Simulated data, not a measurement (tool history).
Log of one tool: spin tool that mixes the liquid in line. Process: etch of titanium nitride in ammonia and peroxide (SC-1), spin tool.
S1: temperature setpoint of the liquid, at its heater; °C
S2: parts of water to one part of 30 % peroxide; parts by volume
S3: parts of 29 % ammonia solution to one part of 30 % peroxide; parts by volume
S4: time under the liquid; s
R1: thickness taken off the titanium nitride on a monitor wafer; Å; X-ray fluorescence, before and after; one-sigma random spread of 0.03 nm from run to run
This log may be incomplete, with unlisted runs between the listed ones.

run    day  S1    S2   S3  S4      R1
  1      0  59  20.5    1  65  25.104
  2  0.083  59    27    1  65  21.538
  3    0.2  62  26.5    1  65   26.38
  4  0.429  59  26.5    1  65  21.893
  5  0.575  59  26.5    1  65  21.667
  6  0.717  59  26.5  0.8  65  20.924

Run 7, settings as shown, results not yet in. Your forecast:
  7  0.975  62  25.5  0.8  65   ?

R1: 26.004 Å
